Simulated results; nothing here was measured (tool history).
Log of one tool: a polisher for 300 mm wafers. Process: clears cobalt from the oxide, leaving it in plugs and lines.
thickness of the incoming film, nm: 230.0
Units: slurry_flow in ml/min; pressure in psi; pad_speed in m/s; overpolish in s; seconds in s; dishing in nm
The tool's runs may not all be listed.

run 1 hour=0.0 | slurry_flow=160 pressure=1.4 pad_speed=1.14 overpolish=22 | seconds=53.049 dishing=56.071
run 2 hour=6.8 | slurry_flow=160 pressure=1.4 pad_speed=1.14 overpolish=27 | seconds=53.549 dishing=62.813
run 3 hour=14.2 | slurry_flow=155 pressure=1.2 pad_speed=1.10 overpolish=28 | seconds=63.877 dishing=57.522
run 4 hour=22.9 | slurry_flow=150 pressure=1.1 pad_speed=1.06 overpolish=30 | seconds=71.023 dishing=56.121
run 5 hour=27.3 | slurry_flow=150 pressure=1.0 pad_speed=1.02 overpolish=32 | seconds=78.919 dishing=56.435
run 6 hour=33.1 | slurry_flow=145 pressure=0.9 pad_speed=1.00 overpolish=33 | seconds=88.567 dishing=56.011
run 7 hour=34.8 | slurry_flow=140 pressure=0.8 pad_speed=1.00 overpolish=33 | seconds=98.665 dishing=52.318
run 8 hour=40.2 | slurry_flow=135 pressure=0.8 pad_speed=1.00 overpolish=33 | seconds=99.846 dishing=50.730
run 9 hour=48.5 | slurry_flow=130 pressure=0.8 pad_speed=1.00 overpolish=34 | seconds=99.106 dishing=52.043
run 10 hour=53.7 | slurry_flow=125 pressure=0.8 pad_speed=1.00 overpolish=35 | seconds=101.090 dishing=52.408
run 11 hour=57.4 | slurry_flow=120 pressure=0.8 pad_speed=1.00 overpolish=35 | seconds=102.780 dishing=51.530
run 12 hour=64.7 | slurry_flow=115 pressure=0.8 pad_speed=1.00 overpolish=35 | seconds=104.340 dishing=50.697
-- hour=66.5 slurry nozzle cleaned
run 13 hour=66.5 | slurry_flow=110 pressure=0.8 pad_speed=1.00 overpolish=36 | seconds=98.262 dishing=52.135

The next listed run, before its measurement:
run 14 hour=71.2 | slurry_flow=105 pressure=0.7 pad_speed=1.00 overpolish=37 | seconds=? dishing=?

seconds: 109.430 s
dishing: 51.586 nm

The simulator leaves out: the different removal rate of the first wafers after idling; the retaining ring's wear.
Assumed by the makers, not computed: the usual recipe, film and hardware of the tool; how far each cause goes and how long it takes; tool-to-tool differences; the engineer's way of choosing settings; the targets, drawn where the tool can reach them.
